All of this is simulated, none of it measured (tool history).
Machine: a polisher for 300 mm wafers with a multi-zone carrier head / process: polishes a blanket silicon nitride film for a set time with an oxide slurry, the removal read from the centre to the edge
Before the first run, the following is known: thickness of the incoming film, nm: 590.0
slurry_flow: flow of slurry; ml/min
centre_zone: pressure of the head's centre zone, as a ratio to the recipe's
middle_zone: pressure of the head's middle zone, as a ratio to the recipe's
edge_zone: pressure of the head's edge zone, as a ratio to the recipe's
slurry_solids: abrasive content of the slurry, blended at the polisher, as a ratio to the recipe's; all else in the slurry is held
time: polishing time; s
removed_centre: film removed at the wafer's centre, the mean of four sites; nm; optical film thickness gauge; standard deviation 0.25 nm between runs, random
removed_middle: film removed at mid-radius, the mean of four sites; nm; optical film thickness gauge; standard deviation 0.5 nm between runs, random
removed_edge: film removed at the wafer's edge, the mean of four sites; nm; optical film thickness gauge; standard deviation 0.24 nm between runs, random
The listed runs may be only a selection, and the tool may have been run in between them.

run 1 hour=0 | slurry_flow=275 centre_zone=1 middle_zone=1 edge_zone=1 slurry_solids=1 time=70 | removed_centre=55.756 removed_middle=49.198 removed_edge=51.315
run 2 hour=4.1 | slurry_flow=275 centre_zone=0.99 middle_zone=1.01 edge_zone=0.98 slurry_solids=0.95 time=68 | removed_centre=52.133 removed_middle=48.257 removed_edge=46.759
run 3 hour=5 | slurry_flow=305 centre_zone=0.99 middle_zone=1.01 edge_zone=0.98 slurry_solids=0.95 time=68 | removed_centre=52.806 removed_middle=47.609 removed_edge=47.089
run 4 hour=11.9 | slurry_flow=305 centre_zone=0.99 middle_zone=1.01 edge_zone=0.98 slurry_solids=0.95 time=75 | removed_centre=58.299 removed_middle=53.371 removed_edge=53.106
run 5 hour=18.4 | slurry_flow=305 centre_zone=0.99 middle_zone=1.01 edge_zone=0.9 slurry_solids=0.95 time=75 | removed_centre=58.317 removed_middle=53.85 removed_edge=51.679
run 6 hour=22.5 | slurry_flow=305 centre_zone=0.99 middle_zone=1.01 edge_zone=0.9 slurry_solids=0.95 time=65 | removed_centre=50.269 removed_middle=46.021 removed_edge=44.391
run 7 hour=30.9 | slurry_flow=305 centre_zone=0.98 middle_zone=1.01 edge_zone=0.9 slurry_solids=0.9 time=64 | removed_centre=46.748 removed_middle=44.885 removed_edge=42.157
run 8 hour=33.5 | slurry_flow=310 centre_zone=0.98 middle_zone=1.01 edge_zone=0.9 slurry_solids=0.85 time=63 | removed_centre=45.183 removed_middle=41.676 removed_edge=39.272
run 9 hour=39.5 | slurry_flow=310 centre_zone=0.97 middle_zone=1.01 edge_zone=0.9 slurry_solids=0.8 time=63 | removed_centre=43.028 removed_middle=40.278 removed_edge=38.171
run 10 hour=43.8 | slurry_flow=310 centre_zone=0.96 middle_zone=1.01 edge_zone=0.9 slurry_solids=0.75 time=63 | removed_centre=39.877 removed_middle=38.855 removed_edge=36.382
run 11 hour=50.7 | slurry_flow=310 centre_zone=0.96 middle_zone=1.01 edge_zone=0.89 slurry_solids=0.75 time=63 | removed_centre=40.518 removed_middle=38.718 removed_edge=36.007
run 12 hour=52.2 | slurry_flow=305 centre_zone=0.95 middle_zone=1.01 edge_zone=0.88 slurry_solids=0.75 time=63 | removed_centre=39.674 removed_middle=38.584 removed_edge=36.028

What will run 13 give?
run 13 hour=58.3 | slurry_flow=305 centre_zone=0.95 middle_zone=1.01 edge_zone=0.87 slurry_solids=0.75 time=63 | removed_centre=? removed_middle=? removed_edge=?

Run 13 produced removed_centre 39.689 nm, removed_middle 38.661 nm, removed_edge 36.075 nm.
